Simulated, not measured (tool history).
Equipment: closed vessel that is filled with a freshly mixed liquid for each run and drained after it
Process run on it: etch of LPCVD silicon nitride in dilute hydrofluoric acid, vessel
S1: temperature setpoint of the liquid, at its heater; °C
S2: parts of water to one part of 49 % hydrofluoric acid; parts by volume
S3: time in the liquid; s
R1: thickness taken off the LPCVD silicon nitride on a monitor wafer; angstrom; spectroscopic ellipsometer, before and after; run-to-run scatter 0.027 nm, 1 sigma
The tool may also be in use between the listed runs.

run  hour    S1  S2   S3      R1
  1   0.0  24.0  55  200  19.033
  2   7.6  24.0  55  200  19.020
  3  12.7  25.5  55  200  21.064
  4  21.1  26.5  55  200  22.389
  5  28.6  27.5  55  200  23.917
  6  36.3  28.5  55  200  25.348
  7  37.8  29.0  55  200  26.356
  8  40.0  29.5  55  200  27.110

Run 9 has not been measured yet. What should we expect?
  9  43.7  30.0  55  200   ?

{"run 9": {"R1": 27.966}}
